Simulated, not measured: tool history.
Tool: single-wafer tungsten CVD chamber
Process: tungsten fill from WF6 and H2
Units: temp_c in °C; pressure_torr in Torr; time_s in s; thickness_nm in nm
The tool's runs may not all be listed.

run,hour,temp_c,pressure_torr,time_s,thickness_nm
1,0.0,390,36.4,42.5,114.640
2,4.4,394,36.4,42.5,122.770
3,8.8,385,36.4,42.5,102.500
4,16.0,381,36.4,42.5,94.192
5,19.6,374,36.4,42.5,81.924
6,22.6,367,36.4,42.5,70.224
7,28.3,378,37.0,42.5,89.868
8,33.8,378,37.0,42.5,89.500
9,37.2,386,37.4,42.5,106.360
10,44.1,392,37.7,42.5,120.080
11,50.5,404,38.8,42.6,152.130

Run 12 comes next. What will it give?
12,54.0,405,38.9,42.6,?

{"run 12": {"thickness_nm": 155.82}}
